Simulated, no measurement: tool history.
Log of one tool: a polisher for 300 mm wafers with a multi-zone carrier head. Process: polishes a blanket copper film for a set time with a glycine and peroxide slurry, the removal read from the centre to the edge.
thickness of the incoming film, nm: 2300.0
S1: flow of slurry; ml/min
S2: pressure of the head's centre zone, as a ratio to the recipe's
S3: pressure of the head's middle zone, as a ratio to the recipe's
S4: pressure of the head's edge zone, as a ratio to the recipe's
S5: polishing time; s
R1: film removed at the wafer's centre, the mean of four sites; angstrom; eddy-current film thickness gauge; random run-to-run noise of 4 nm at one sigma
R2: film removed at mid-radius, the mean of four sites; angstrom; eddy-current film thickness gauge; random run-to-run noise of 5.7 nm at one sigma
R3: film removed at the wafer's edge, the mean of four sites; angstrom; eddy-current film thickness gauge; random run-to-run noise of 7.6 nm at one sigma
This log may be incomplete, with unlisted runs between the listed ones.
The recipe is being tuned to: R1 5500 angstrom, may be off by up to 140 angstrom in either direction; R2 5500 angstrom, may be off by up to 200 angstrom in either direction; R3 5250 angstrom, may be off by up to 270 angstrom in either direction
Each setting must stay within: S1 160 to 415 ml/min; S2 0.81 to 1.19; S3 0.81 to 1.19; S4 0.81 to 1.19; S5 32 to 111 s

| run | hour | S1 | S2 | S3 | S4 | S5 | R1 | R2 | R3 |
|---|---|---|---|---|---|---|---|---|---|
| 1 | 0 | 265 | 1 | 1 | 1 | 71 | 4404.4 | 4326.6 | 4240.8 |
| 2 | 6.7 | 270 | 1.01 | 1.02 | 1.02 | 72 | 4474 | 4507.1 | 4355.3 |
| 3 | 12.7 | 270 | 1.06 | 1.02 | 1.02 | 72 | 4654.1 | 4474.3 | 4281.8 |
| 4 | 14.8 | 270 | 1.06 | 1.06 | 1.02 | 72 | 4735.2 | 4699.1 | 4426.7 |
| 5 | 19 | 275 | 1.07 | 1.07 | 1.04 | 73 | 4772.7 | 4782.5 | 4477.7 |
| 6 | 26.1 | 275 | 1.12 | 1.07 | 1.04 | 73 | 4984.4 | 4720.5 | 4427.4 |
| 7 | 32.2 | 280 | 1.12 | 1.08 | 1.06 | 74 | 5126.8 | 4817.5 | 4601.9 |
| 8 | 33.7 | 285 | 1.12 | 1.09 | 1.07 | 74 | 5170.8 | 4910.4 | 4532.3 |
| 9 | 36.9 | 275 | 1.11 | 1.09 | 1.08 | 75 | 5140 | 4937.5 | 4744 |
| 10 | 38.4 | 280 | 1.11 | 1.1 | 1.09 | 75 | 5099.1 | 5017.9 | 4684.7 |

Exercise: of the 4 proposed moves below, exactly one satisfies all targets within the stated allowed misses. Which move is it?
| A | 39.9 | 160 | 0.92 | 1.06 | 1.19 | 100 | ? | ? | ? |
| B | 39.9 | 170 | 0.96 | 1.03 | 1.19 | 94 | ? | ? | ? |
| C | 39.9 | 185 | 1 | 0.88 | 1.19 | 95 | ? | ? | ? |
| D | 39.9 | 265 | 1.07 | 1.08 | 1.1 | 83 | ? | ? | ? |

| move | R1 | R2 | R3 |
|---|---|---|---|
| A | 5132.6 | 5809.5 | 6010.6 |
| B | 5110.5 | 5399.2 | 5706.7 |
| C | 5478.4 | 4862.8 | 5850.6 |
| D | 5453 | 5329.6 | 5100.2 |
A: just as far off the targets as the last run
B: just as far off the targets as the last run
C: brings the result that was furthest off to its target, and leaves another outside
D: every result within its allowed miss
Move D is the one to make.

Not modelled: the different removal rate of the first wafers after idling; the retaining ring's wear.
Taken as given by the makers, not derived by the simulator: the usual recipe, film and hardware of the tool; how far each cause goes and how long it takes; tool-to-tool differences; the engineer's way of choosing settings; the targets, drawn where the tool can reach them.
